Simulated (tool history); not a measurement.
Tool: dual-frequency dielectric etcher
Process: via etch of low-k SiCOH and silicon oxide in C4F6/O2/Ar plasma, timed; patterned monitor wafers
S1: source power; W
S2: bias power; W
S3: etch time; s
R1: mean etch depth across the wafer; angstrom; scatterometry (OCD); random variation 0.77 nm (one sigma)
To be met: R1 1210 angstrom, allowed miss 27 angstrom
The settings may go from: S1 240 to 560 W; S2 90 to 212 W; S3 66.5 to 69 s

| run | hour | S1 | S2 | S3 | R1 |
|---|---|---|---|---|---|
| 1 | 0 | 400 | 151 | 66.5 | 1619.4 |
| 2 | 2 | 340 | 151 | 66.5 | 1496.1 |
| 3 | 7.7 | 310 | 139 | 66.5 | 1376.9 |
| 4 | 13.9 | 310 | 139 | 69 | 1450.4 |
| 5 | 21.4 | 290 | 131 | 69 | 1360.4 |
| 6 | 26.5 | 280 | 127 | 69 | 1345.6 |
| 7 | 27.6 | 270 | 122 | 69 | 1302.4 |
| 8 | 33.1 | 270 | 122 | 69 | 1267.7 |
| 9 | 41.8 | 260 | 121 | 69 | 1244.7 |

Which of these 5 next moves meets every target?
| A | 50.5 | 270 | 117 | 68.5 | ? |
| B | 50.5 | 270 | 126 | 67 | ? |
| C | 50.5 | 240 | 111 | 67.5 | ? |
| D | 50.5 | 300 | 113 | 66.5 | ? |
| E | 50.5 | 280 | 92 | 68.5 | ? |

| move | R1 |
|---|---|
| A | 1248.2 |
| B | 1247.1 |
| C | 1128.6 |
| D | 1274.8 |
| E | 1194 |
A: further off than the last run
B: further off than the last run
C: takes the result that was furthest off past its target
D: further off than the last run
E: meets every target
Answer: E
